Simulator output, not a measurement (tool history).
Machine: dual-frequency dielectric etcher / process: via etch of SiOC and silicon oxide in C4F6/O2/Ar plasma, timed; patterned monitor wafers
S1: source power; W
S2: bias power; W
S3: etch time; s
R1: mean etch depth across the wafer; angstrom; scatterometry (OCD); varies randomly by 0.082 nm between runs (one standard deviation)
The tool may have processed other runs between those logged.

{"run": 1, "hour": 0.0, "S1": 320, "S2": 238, "S3": 33.5, "R1": 371.38}
{"run": 2, "hour": 6.2, "S1": 340, "S2": 238, "S3": 33.5, "R1": 381.16}
{"run": 3, "hour": 10.7, "S1": 320, "S2": 237, "S3": 33.5, "R1": 370.66}
{"run": 4, "hour": 14.0, "S1": 320, "S2": 237, "S3": 30.5, "R1": 336.56}
{"run": 5, "hour": 15.8, "S1": 320, "S2": 237, "S3": 33.5, "R1": 370.62}
{"run": 6, "hour": 17.1, "S1": 310, "S2": 236, "S3": 33.5, "R1": 364.17}

Run 7 comes next. What will it give?
{"run": 7, "hour": 20.5, "S1": 300, "S2": 235, "S3": 33.5, "R1": "?"}

R1: 360.36 angstrom
